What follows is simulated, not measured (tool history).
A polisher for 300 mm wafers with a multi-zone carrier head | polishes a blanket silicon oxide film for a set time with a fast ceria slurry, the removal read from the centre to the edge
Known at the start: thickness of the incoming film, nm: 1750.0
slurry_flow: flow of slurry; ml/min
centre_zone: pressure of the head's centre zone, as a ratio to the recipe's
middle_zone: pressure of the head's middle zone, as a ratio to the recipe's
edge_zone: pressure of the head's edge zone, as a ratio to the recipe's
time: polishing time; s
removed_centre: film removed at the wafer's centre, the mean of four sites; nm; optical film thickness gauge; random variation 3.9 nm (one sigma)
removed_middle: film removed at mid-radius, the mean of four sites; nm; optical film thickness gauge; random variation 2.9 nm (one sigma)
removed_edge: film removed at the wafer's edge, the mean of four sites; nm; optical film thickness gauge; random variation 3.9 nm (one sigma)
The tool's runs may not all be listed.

| run | day | slurry_flow | centre_zone | middle_zone | edge_zone | time | removed_centre | removed_middle | removed_edge |
|---|---|---|---|---|---|---|---|---|---|
| 1 | 0.000 | 190 | 1.00 | 1.00 | 1.00 | 27 | 510.62 | 549.27 | 544.93 |
| 2 | 0.296 | 185 | 1.02 | 1.02 | 0.96 | 24 | 468.72 | 497.61 | 473.82 |
| 3 | 0.667 | 165 | 1.02 | 1.02 | 0.96 | 24 | 443.19 | 470.24 | 464.12 |
| 4 | 0.854 | 120 | 1.02 | 1.02 | 0.96 | 24 | 412.34 | 444.24 | 440.55 |
| 5 | 0.917 | 120 | 1.02 | 1.02 | 0.96 | 20 | 341.61 | 368.92 | 367.20 |
| 6 | 1.079 | 125 | 1.04 | 1.05 | 0.93 | 19 | 338.79 | 361.14 | 351.23 |
| 7 | 1.175 | 135 | 1.06 | 1.08 | 0.90 | 18 | 335.30 | 361.75 | 333.86 |
| 8 | 1.267 | 135 | 1.08 | 1.10 | 0.88 | 18 | 342.55 | 361.99 | 317.85 |
| 9 | 1.329 | 130 | 1.09 | 1.11 | 0.87 | 18 | 341.90 | 367.48 | 318.13 |
| 10 | 1.625 | 130 | 1.10 | 1.11 | 0.86 | 18 | 342.00 | 363.20 | 322.75 |

Run 11 comes next. What will it give?
| 11 | 1.925 | 130 | 1.11 | 1.12 | 0.85 | 18 | ? | ? | ? |

removed_centre: 353.61 nm
removed_middle: 362.58 nm
removed_edge: 317.40 nm
